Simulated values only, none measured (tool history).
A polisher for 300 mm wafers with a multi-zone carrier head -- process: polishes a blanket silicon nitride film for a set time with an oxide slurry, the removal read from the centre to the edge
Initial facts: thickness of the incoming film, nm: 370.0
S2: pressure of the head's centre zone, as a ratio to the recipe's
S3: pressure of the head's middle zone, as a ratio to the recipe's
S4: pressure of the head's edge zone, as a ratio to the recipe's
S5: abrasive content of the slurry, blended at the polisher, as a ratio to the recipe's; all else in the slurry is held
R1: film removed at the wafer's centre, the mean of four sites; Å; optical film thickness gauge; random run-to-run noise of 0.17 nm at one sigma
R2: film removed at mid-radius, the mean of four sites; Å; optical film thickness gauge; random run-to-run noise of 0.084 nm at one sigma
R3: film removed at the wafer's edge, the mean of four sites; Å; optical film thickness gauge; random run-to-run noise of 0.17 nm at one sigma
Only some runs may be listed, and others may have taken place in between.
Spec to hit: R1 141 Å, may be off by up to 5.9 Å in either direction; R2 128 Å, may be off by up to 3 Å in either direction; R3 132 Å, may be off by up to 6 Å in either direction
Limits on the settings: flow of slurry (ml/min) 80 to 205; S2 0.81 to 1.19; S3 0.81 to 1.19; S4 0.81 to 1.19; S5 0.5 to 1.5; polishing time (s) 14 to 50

{"run": 1, "hour": 0.0, "flow of slurry (ml/min)": 135, "S2": 1, "S3": 1, "S4": 1, "S5": 1, "polishing time (s)": 32, "R1": 165.36, "R2": 172.71, "R3": 171.4}
{"run": 2, "hour": 2.6, "flow of slurry (ml/min)": 130, "S2": 1.01, "S3": 0.97, "S4": 0.96, "S5": 0.95, "polishing time (s)": 32, "R1": 160, "R2": 158.8, "R3": 157.98}
{"run": 3, "hour": 5.6, "flow of slurry (ml/min)": 120, "S2": 1, "S3": 0.95, "S4": 0.93, "S5": 0.95, "polishing time (s)": 32, "R1": 153.93, "R2": 153.94, "R3": 159.21}
{"run": 4, "hour": 8.3, "flow of slurry (ml/min)": 95, "S2": 1, "S3": 0.95, "S4": 0.93, "S5": 0.95, "polishing time (s)": 32, "R1": 134.25, "R2": 138.87, "R3": 145.89}
{"run": 5, "hour": 12.8, "flow of slurry (ml/min)": 95, "S2": 1.02, "S3": 0.95, "S4": 0.91, "S5": 0.95, "polishing time (s)": 32, "R1": 138.31, "R2": 140.05, "R3": 146.07}
{"run": 6, "hour": 14.4, "flow of slurry (ml/min)": 95, "S2": 1.02, "S3": 0.95, "S4": 0.91, "S5": 1.1, "polishing time (s)": 32, "R1": 144.01, "R2": 149.42, "R3": 156}
{"run": 7, "hour": 22.7, "flow of slurry (ml/min)": 95, "S2": 1.04, "S3": 0.95, "S4": 0.89, "S5": 1.05, "polishing time (s)": 32, "R1": 148.99, "R2": 145.05, "R3": 153.48}
{"run": 8, "hour": 27.0, "flow of slurry (ml/min)": 95, "S2": 1.05, "S3": 0.95, "S4": 0.88, "S5": 1, "polishing time (s)": 32, "R1": 145.33, "R2": 140.65, "R3": 145.8}
{"run": 9, "hour": 30.3, "flow of slurry (ml/min)": 90, "S2": 1.06, "S3": 0.95, "S4": 0.87, "S5": 1, "polishing time (s)": 32, "R1": 142.58, "R2": 138.91, "R3": 140.81}
{"run": 10, "hour": 36.9, "flow of slurry (ml/min)": 90, "S2": 1.07, "S3": 0.94, "S4": 0.86, "S5": 1, "polishing time (s)": 32, "R1": 144.95, "R2": 137.29, "R3": 142.06}
{"run": 11, "hour": 43.5, "flow of slurry (ml/min)": 90, "S2": 1.1, "S3": 0.93, "S4": 0.81, "S5": 0.85, "polishing time (s)": 32, "R1": 139.2, "R2": 124.66, "R3": 124.31}
{"run": 12, "hour": 46.4, "flow of slurry (ml/min)": 90, "S2": 1.09, "S3": 0.93, "S4": 0.82, "S5": 0.85, "polishing time (s)": 32, "R1": 134.21, "R2": 124.49, "R3": 127.24}
{"run": 13, "hour": 51.6, "flow of slurry (ml/min)": 90, "S2": 1.09, "S3": 0.93, "S4": 0.83, "S5": 0.85, "polishing time (s)": 32, "R1": 133.15, "R2": 125.7, "R3": 130.04}
{"run": 14, "hour": 55.0, "flow of slurry (ml/min)": 90, "S2": 1.1, "S3": 0.93, "S4": 0.83, "S5": 0.85, "polishing time (s)": 32, "R1": 134.53, "R2": 125.5, "R3": 128.72}

Exactly one of the 4 candidate moves below puts every result within its allowed miss. Which one?
{"run": "A", "hour": 58.4, "flow of slurry (ml/min)": 80, "S2": 1.01, "S3": 0.82, "S4": 0.86, "S5": 0.85, "polishing time (s)": 36, "R1": "?", "R2": "?", "R3": "?"}
{"run": "B", "hour": 58.4, "flow of slurry (ml/min)": 120, "S2": 1.18, "S3": 0.88, "S4": 0.82, "S5": 0.9, "polishing time (s)": 29, "R1": "?", "R2": "?", "R3": "?"}
{"run": "C", "hour": 58.4, "flow of slurry (ml/min)": 95, "S2": 1.12, "S3": 0.93, "S4": 0.83, "S5": 1.2, "polishing time (s)": 27, "R1": "?", "R2": "?", "R3": "?"}
{"run": "D", "hour": 58.4, "flow of slurry (ml/min)": 110, "S2": 1.11, "S3": 0.88, "S4": 0.81, "S5": 0.6, "polishing time (s)": 36, "R1": "?", "R2": "?", "R3": "?"}

move=A R1=130.11 R2=117.74 R3=141.15
move=B R1=160.77 R2=126.55 R3=129.45
move=C R1=144.2 R2=127.65 R3=130.26
move=D R1=141.15 R2=118.93 R3=122.53
A: the biggest miss grows against the last run
B: the result that was furthest off in the last run now lies on the other side of its target
C: each result inside its tolerance
D: the furthest-off result lands on target, but another misses its tolerance
C is the move that brings every result within its allowed miss.
